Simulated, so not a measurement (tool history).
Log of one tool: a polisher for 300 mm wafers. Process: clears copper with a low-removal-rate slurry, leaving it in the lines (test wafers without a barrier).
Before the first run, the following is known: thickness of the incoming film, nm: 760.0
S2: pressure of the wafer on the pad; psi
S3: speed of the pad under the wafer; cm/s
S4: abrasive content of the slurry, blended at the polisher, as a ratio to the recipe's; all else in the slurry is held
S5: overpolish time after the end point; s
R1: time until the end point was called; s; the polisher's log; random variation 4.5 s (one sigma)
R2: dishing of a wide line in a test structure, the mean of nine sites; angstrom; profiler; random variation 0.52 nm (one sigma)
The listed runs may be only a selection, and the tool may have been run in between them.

run 1 day=0.000 | flow_of_slurry_(ml/min)=270 S2=3.7 S3=140 S4=1.0 S5=29 | R1=144.44 R2=853.53
run 2 day=0.367 | flow_of_slurry_(ml/min)=270 S2=3.4 S3=136 S4=1.0 S5=26 | R1=157.05 R2=699.71
run 3 day=0.525 | flow_of_slurry_(ml/min)=270 S2=3.2 S3=130 S4=1.0 S5=23 | R1=169.55 R2=598.70
run 4 day=0.783 | flow_of_slurry_(ml/min)=270 S2=3.0 S3=124 S4=1.0 S5=21 | R1=195.01 R2=513.45
run 5 day=1.029 | flow_of_slurry_(ml/min)=270 S2=2.8 S3=122 S4=1.0 S5=19 | R1=208.81 R2=433.75
run 6 day=1.096 | flow_of_slurry_(ml/min)=270 S2=2.7 S3=120 S4=1.0 S5=18 | R1=221.20 R2=395.98
run 7 day=1.333 | flow_of_slurry_(ml/min)=270 S2=2.6 S3=120 S4=1.0 S5=17 | R1=228.73 R2=389.10
run 8 day=1.508 | flow_of_slurry_(ml/min)=270 S2=2.6 S3=120 S4=1.0 S5=17 | R1=227.30 R2=376.86
run 9 day=1.592 | flow_of_slurry_(ml/min)=270 S2=2.5 S3=120 S4=1.0 S5=16 | R1=236.51 R2=341.18

Run 10, settings as shown, results not yet in. Your forecast:
run 10 day=1.921 | flow_of_slurry_(ml/min)=270 S2=2.4 S3=120 S4=1.0 S5=15 | R1=? R2=?

{"run 10": {"R1": 251.05, "R2": 319.62}}
